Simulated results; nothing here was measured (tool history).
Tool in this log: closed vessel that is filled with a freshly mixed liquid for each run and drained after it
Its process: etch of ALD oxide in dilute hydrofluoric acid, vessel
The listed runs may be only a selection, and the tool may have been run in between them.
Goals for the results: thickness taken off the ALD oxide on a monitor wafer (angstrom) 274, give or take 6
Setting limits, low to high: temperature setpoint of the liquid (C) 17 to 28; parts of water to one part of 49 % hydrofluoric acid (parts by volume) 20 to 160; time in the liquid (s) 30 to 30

run   hour  temperature setpoint of the liquid (C)  parts of water to one part of 49 % hydrofluoric acid (parts by volume)  time in the liquid (s)  thickness taken off the ALD oxide on a monitor wafer (angstrom)
  1      0                                      20                                                                      90                      30                                                           93.995
  2    9.2                                      21                                                                      80                      30                                                           110.04
  3   15.1                                    18.5                                                                      80                      30                                                           99.518
  4   23.7                                    19.5                                                                      75                      30                                                           112.08
  5   25.9                                    19.5                                                                     100                      30                                                           81.308
  6   32.3                                    20.5                                                                      90                      30                                                           94.432
  7   41.4                                    21.5                                                                      80                      30                                                           111.86
  8   43.8                                    22.5                                                                      75                      30                                                           125.19
  9   50.1                                      23                                                                      70                      30                                                           138.07
 10     53                                      23                                                                      70                      30                                                           137.43
 11   56.2                                    23.5                                                                      65                      30                                                           152.62
 12     61                                      24                                                                      60                      30                                                           170.24
 13   68.4                                      24                                                                      60                      30                                                           170.91
 14   71.3                                    24.5                                                                      55                      30                                                           190.05
 15   78.1                                      25                                                                      55                      30                                                           192.89
 16   85.9                                    25.5                                                                      55                      30                                                           197.45
 17   86.8                                      28                                                                      35                      30                                                           352.21
      93.2  -- hydrofluoric acid flow meter replaced
 18   93.2                                    27.5                                                                      35                      30                                                            316.7
 19  102.1                                      25                                                                      35                      30                                                           285.55

Which of these 4 next moves meets every target?
  A   111                                      26                                                                      40                      30                                                                ?
  B   111                                      24                                                                      35                      30                                                                ?
  C   111                                      23                                                                      35                      30                                                                ?
  D   111                                    25.5                                                                      40                      30                                                                ?

move  thickness taken off the ALD oxide on a monitor wafer (angstrom)
   A                                                           259.69
   B                                                           275.17
   C                                                            263.9
   D                                                           254.43
A: takes the biggest miss from the last run beyond its target
B: every result within its allowed miss
C: takes the biggest miss from the last run beyond its target
D: takes the biggest miss from the last run beyond its target
B meets every target.
